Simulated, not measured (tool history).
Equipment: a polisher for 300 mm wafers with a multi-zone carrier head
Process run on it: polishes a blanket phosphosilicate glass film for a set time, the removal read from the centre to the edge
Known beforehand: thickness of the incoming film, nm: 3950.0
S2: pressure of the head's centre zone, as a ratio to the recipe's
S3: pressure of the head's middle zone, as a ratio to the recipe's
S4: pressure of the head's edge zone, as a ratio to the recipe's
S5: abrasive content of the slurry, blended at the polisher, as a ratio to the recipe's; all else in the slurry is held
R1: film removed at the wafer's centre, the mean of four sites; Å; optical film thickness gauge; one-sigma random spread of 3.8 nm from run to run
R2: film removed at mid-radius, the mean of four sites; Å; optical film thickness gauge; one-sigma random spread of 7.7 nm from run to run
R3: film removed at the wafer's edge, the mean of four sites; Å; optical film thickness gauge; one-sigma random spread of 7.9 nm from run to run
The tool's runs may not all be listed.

{"run": 1, "hour": 0.0, "flow of slurry (ml/min)": 285, "S2": 1, "S3": 1, "S4": 1, "S5": 1, "polishing time (s)": 69, "R1": 8623.8, "R2": 9609.8, "R3": 9228.5}
{"run": 2, "hour": 5.4, "flow of slurry (ml/min)": 280, "S2": 0.99, "S3": 0.98, "S4": 0.99, "S5": 0.95, "polishing time (s)": 69, "R1": 8424.3, "R2": 9196.3, "R3": 9133.5}
{"run": 3, "hour": 13.7, "flow of slurry (ml/min)": 280, "S2": 0.98, "S3": 0.97, "S4": 0.98, "S5": 0.9, "polishing time (s)": 68, "R1": 8204.7, "R2": 9039.4, "R3": 8939.7}
{"run": 4, "hour": 20.1, "flow of slurry (ml/min)": 280, "S2": 0.98, "S3": 0.97, "S4": 1.06, "S5": 0.9, "polishing time (s)": 68, "R1": 8177.4, "R2": 9021.2, "R3": 9068.6}
{"run": 5, "hour": 29.0, "flow of slurry (ml/min)": 345, "S2": 0.98, "S3": 0.97, "S4": 1.06, "S5": 0.9, "polishing time (s)": 68, "R1": 8259.5, "R2": 9319.9, "R3": 9195.3}
{"run": 6, "hour": 29.7, "flow of slurry (ml/min)": 340, "S2": 0.98, "S3": 0.96, "S4": 1.05, "S5": 0.85, "polishing time (s)": 67, "R1": 8045.5, "R2": 8873, "R3": 8889.5}
{"hour": 38.3, "done": "centre zone pressure recalibrated"}
{"run": 7, "hour": 38.3, "flow of slurry (ml/min)": 310, "S2": 0.88, "S3": 0.86, "S4": 0.95, "S5": 0.6, "polishing time (s)": 66, "R1": 6858.6, "R2": 7065.1, "R3": 7574.9}
{"run": 8, "hour": 43.3, "flow of slurry (ml/min)": 305, "S2": 0.87, "S3": 0.86, "S4": 0.95, "S5": 0.6, "polishing time (s)": 66, "R1": 6855, "R2": 7238.4, "R3": 7530.8}
{"run": 9, "hour": 45.6, "flow of slurry (ml/min)": 300, "S2": 0.87, "S3": 0.85, "S4": 0.95, "S5": 0.6, "polishing time (s)": 66, "R1": 6873.9, "R2": 7049.7, "R3": 7446.4}
{"run": 10, "hour": 51.2, "flow of slurry (ml/min)": 295, "S2": 0.86, "S3": 0.85, "S4": 0.96, "S5": 0.6, "polishing time (s)": 66, "R1": 6799, "R2": 7050.2, "R3": 7621.3}

Run 11, settings as shown, results not yet in. Your forecast:
{"run": 11, "hour": 59.0, "flow of slurry (ml/min)": 295, "S2": 0.85, "S3": 0.85, "S4": 0.96, "S5": 0.6, "polishing time (s)": 66, "R1": "?", "R2": "?", "R3": "?"}

Run 11 gave R1 6769.4 Å, R2 7109.4 Å, R3 7516.9 Å.

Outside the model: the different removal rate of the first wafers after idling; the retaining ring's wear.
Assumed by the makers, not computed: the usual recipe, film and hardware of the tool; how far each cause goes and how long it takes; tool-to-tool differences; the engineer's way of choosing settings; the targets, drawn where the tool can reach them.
